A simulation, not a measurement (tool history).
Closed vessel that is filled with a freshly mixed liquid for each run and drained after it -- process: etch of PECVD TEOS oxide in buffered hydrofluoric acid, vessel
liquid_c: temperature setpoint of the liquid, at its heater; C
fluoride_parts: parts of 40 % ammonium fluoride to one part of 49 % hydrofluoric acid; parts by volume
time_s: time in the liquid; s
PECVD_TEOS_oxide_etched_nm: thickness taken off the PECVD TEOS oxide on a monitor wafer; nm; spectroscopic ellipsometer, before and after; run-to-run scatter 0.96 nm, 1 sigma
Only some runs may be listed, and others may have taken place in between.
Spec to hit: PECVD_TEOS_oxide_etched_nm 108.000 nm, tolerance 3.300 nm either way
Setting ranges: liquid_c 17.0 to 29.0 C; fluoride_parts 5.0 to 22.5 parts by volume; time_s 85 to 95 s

Run 1, hour 0.0: liquid_c 21.0 C, fluoride_parts 13.5 parts by volume, time_s 85 s. Result: PECVD_TEOS_oxide_etched_nm 71.538 nm.
Run 2, hour 8.0: liquid_c 22.0 C, fluoride_parts 13.5 parts by volume, time_s 85 s. Result: PECVD_TEOS_oxide_etched_nm 77.069 nm.
Run 3, hour 12.7: liquid_c 23.0 C, fluoride_parts 13.5 parts by volume, time_s 85 s. Result: PECVD_TEOS_oxide_etched_nm 81.431 nm.
Run 4, hour 13.8: liquid_c 20.0 C, fluoride_parts 13.5 parts by volume, time_s 85 s. Result: PECVD_TEOS_oxide_etched_nm 69.312 nm.
Run 5, hour 15.9: liquid_c 21.0 C, fluoride_parts 13.5 parts by volume, time_s 85 s. Result: PECVD_TEOS_oxide_etched_nm 72.950 nm.
Run 6, hour 23.0: liquid_c 22.0 C, fluoride_parts 13.5 parts by volume, time_s 85 s. Result: PECVD_TEOS_oxide_etched_nm 75.957 nm.
Run 7, hour 29.8: liquid_c 23.0 C, fluoride_parts 13.5 parts by volume, time_s 85 s. Result: PECVD_TEOS_oxide_etched_nm 80.541 nm.
Run 8, hour 34.0: liquid_c 24.0 C, fluoride_parts 13.5 parts by volume, time_s 85 s. Result: PECVD_TEOS_oxide_etched_nm 85.815 nm.
Run 9, hour 42.4: liquid_c 24.5 C, fluoride_parts 13.5 parts by volume, time_s 85 s. Result: PECVD_TEOS_oxide_etched_nm 87.443 nm.
Run 10, hour 47.0: liquid_c 25.0 C, fluoride_parts 13.5 parts by volume, time_s 85 s. Result: PECVD_TEOS_oxide_etched_nm 91.353 nm.
Run 11, hour 50.6: liquid_c 25.0 C, fluoride_parts 13.5 parts by volume, time_s 85 s. Result: PECVD_TEOS_oxide_etched_nm 89.974 nm.

Which single option among these 4 for the next run brings every result within its allowed miss of target? Just one does.
Run A, hour 54.2: liquid_c 23.0 C, fluoride_parts 10.0 parts by volume, time_s 85 s. Result: PECVD_TEOS_oxide_etched_nm ?.
Run B, hour 54.2: liquid_c 26.5 C, fluoride_parts 12.0 parts by volume, time_s 90 s. Result: PECVD_TEOS_oxide_etched_nm ?.
Run C, hour 54.2: liquid_c 25.0 C, fluoride_parts 11.0 parts by volume, time_s 90 s. Result: PECVD_TEOS_oxide_etched_nm ?.
Run D, hour 54.2: liquid_c 24.5 C, fluoride_parts 12.0 parts by volume, time_s 85 s. Result: PECVD_TEOS_oxide_etched_nm ?.

move  PECVD_TEOS_oxide_etched_nm
   A                     107.950
   B                     115.500
   C                     116.050
   D                      98.018
A: in spec on every target
B: carries the result that was furthest off beyond its target, to the other side
C: carries the result that was furthest off beyond its target, to the other side
D: nearer than the last run, and not there yet
A meets every target.
